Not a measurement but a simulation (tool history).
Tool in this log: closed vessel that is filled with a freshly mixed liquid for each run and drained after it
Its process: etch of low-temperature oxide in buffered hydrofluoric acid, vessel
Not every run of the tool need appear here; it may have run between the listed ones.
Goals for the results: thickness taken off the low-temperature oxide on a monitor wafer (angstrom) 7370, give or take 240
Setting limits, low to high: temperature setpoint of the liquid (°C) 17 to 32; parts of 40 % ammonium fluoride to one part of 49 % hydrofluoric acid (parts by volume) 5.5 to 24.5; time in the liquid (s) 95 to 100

run  hour  temperature setpoint of the liquid (°C)  parts of 40 % ammonium fluoride to one part of 49 % hydrofluoric acid (parts by volume)  time in the liquid (s)  thickness taken off the low-temperature oxide on a monitor wafer (angstrom)
  1     0                                       24                                                                                       15                      95                                                                       4755.8
  2   7.1                                       26                                                                                       15                      95                                                                       5351.2
  3  11.1                                     27.5                                                                                       15                      95                                                                       5782.5
  4    19                                     27.5                                                                                     17.5                      95                                                                       5033.1
  5  24.6                                     27.5                                                                                     21.5                      95                                                                       4119.6
  6  31.2                                     27.5                                                                                     24.5                      95                                                                       3780.7
  7  33.2                                     27.5                                                                                     24.5                      95                                                                       3790.9
  8    41                                     28.5                                                                                     21.5                      95                                                                       4344.9
  9  43.1                                     29.5                                                                                       19                      95                                                                       5143.3
 10  50.8                                     29.5                                                                                       19                      95                                                                       5199.5
 11  54.1                                     29.5                                                                                       19                      95                                                                       5161.5
 12  59.7                                       30                                                                                     17.5                      95                                                                         5715
 13  62.9                                     30.5                                                                                     16.5                      95                                                                       6134.2

Next run, 5 choices. One meets every target within its allowed miss, the rest don't. Which?
  A  66.1                                       30                                                                                     15.5                      95                                                                            ?
  B  66.1                                       32                                                                                     14.5                     100                                                                            ?
  C  66.1                                     30.5                                                                                     14.5                     100                                                                            ?
  D  66.1                                     31.5                                                                                     13.5                      95                                                                            ?
  E  66.1                                       31                                                                                     13.5                     100                                                                            ?

move  thickness taken off the low-temperature oxide on a monitor wafer (angstrom)
   A                                                                       6362.7
   B                                                                       7937.5
   C                                                                       7340.1
   D                                                                       7879.1
   E                                                                       8080.4
A: gains on the last run, yet a result remains outside its allowed miss
B: takes the biggest miss from the last run beyond its target
C: every result within its allowed miss
D: takes the biggest miss from the last run beyond its target
E: takes the biggest miss from the last run beyond its target
The move that meets every target is C.
